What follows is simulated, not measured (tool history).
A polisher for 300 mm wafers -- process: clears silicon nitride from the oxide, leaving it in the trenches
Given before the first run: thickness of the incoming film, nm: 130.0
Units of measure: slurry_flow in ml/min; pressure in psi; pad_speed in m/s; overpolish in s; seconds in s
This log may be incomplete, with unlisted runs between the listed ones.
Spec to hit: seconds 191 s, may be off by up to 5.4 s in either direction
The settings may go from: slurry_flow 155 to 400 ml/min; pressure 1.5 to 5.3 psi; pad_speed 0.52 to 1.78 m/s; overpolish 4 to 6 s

| run | day | slurry_flow | pressure | pad_speed | overpolish | seconds |
|---|---|---|---|---|---|---|
| 1 | 0 | 255 | 3.4 | 1.14 | 6 | 89.409 |
| 2 | 0.375 | 235 | 3.4 | 1.14 | 6 | 91.011 |
| 3 | 0.475 | 225 | 2.9 | 1.1 | 6 | 110.22 |
| 4 | 0.562 | 225 | 2.9 | 1.1 | 4 | 109.36 |
|  | 0.829 | slurry nozzle cleaned |
| 5 | 0.829 | 225 | 3.5 | 1.1 | 4 | 89.197 |
| 6 | 1.029 | 225 | 3.5 | 1.1 | 6 | 90.685 |
| 7 | 1.35 | 215 | 2.5 | 0.9 | 6 | 152.3 |
| 8 | 1.429 | 215 | 2.3 | 0.9 | 6 | 164.35 |
| 9 | 1.504 | 210 | 1.8 | 0.9 | 6 | 208.69 |
| 10 | 1.721 | 265 | 2 | 0.9 | 6 | 184.29 |

Pick the move, out of 5, that brings all results within their allowed miss; only one does.
| A | 1.938 | 305 | 1.9 | 0.9 | 4 | ? |
| B | 1.938 | 310 | 2.3 | 0.8 | 4 | ? |
| C | 1.938 | 330 | 2.3 | 0.8 | 6 | ? |
| D | 1.938 | 275 | 2 | 0.92 | 6 | ? |
| E | 1.938 | 280 | 2 | 0.8 | 6 | ? |

| move | seconds |
|---|---|
| A | 189.37 |
| B | 176.55 |
| C | 175.68 |
| D | 178.16 |
| E | 203.43 |
A: all results land within tolerance of their targets
B: misses by more than the last run did
C: misses by more than the last run did
D: misses by more than the last run did
E: takes the result that was furthest off past its target
A is the move that brings every result within its allowed miss.
